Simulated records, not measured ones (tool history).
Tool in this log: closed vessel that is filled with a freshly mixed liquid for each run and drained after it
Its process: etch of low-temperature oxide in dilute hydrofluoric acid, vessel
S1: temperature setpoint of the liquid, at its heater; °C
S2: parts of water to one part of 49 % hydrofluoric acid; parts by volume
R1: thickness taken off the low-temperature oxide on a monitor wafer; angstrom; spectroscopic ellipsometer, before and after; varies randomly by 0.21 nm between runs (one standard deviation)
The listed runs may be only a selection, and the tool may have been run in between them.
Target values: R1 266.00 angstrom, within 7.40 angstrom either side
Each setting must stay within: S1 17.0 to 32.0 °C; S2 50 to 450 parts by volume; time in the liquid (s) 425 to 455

Run 1, hour 0.0: S1 24.0 °C, S2 250 parts by volume, time in the liquid (s) 425. Result: R1 432.97 angstrom.
Run 2, hour 4.9: S1 22.0 °C, S2 265 parts by volume, time in the liquid (s) 425. Result: R1 375.62 angstrom.
Run 3, hour 12.2: S1 20.5 °C, S2 275 parts by volume, time in the liquid (s) 425. Result: R1 333.70 angstrom.
Run 4, hour 15.9: S1 20.5 °C, S2 275 parts by volume, time in the liquid (s) 425. Result: R1 335.43 angstrom.
At hour 21.4: hydrofluoric acid flow meter replaced.
Run 5, hour 21.4: S1 20.5 °C, S2 340 parts by volume, time in the liquid (s) 425. Result: R1 288.23 angstrom.
Run 6, hour 23.4: S1 20.5 °C, S2 340 parts by volume, time in the liquid (s) 455. Result: R1 306.75 angstrom.
Run 7, hour 28.0: S1 19.5 °C, S2 340 parts by volume, time in the liquid (s) 455. Result: R1 300.78 angstrom.
Run 8, hour 33.5: S1 19.0 °C, S2 345 parts by volume, time in the liquid (s) 455. Result: R1 286.00 angstrom.
Run 9, hour 40.2: S1 18.5 °C, S2 345 parts by volume, time in the liquid (s) 455. Result: R1 281.95 angstrom.
Run 10, hour 45.5: S1 18.0 °C, S2 345 parts by volume, time in the liquid (s) 455. Result: R1 275.13 angstrom.

5 candidate next runs follow, results not yet known. Just one meets every target within its allowed miss. Identify it.
Run A, hour 50.8: S1 18.0 °C, S2 350 parts by volume, time in the liquid (s) 440. Result: R1 ?.
Run B, hour 50.8: S1 18.5 °C, S2 385 parts by volume, time in the liquid (s) 455. Result: R1 ?.
Run C, hour 50.8: S1 17.5 °C, S2 345 parts by volume, time in the liquid (s) 425. Result: R1 ?.
Run D, hour 50.8: S1 19.0 °C, S2 375 parts by volume, time in the liquid (s) 430. Result: R1 ?.
Run E, hour 50.8: S1 17.0 °C, S2 350 parts by volume, time in the liquid (s) 425. Result: R1 ?.

move      R1
   A  263.94
   B  245.53
   C  254.98
   D  244.50
   E  245.75
A: in spec on every target
B: the result that was furthest off in the last run now lies on the other side of its target
C: the result that was furthest off in the last run now lies on the other side of its target
D: the result that was furthest off in the last run now lies on the other side of its target
E: the result that was furthest off in the last run now lies on the other side of its target
Answer: A
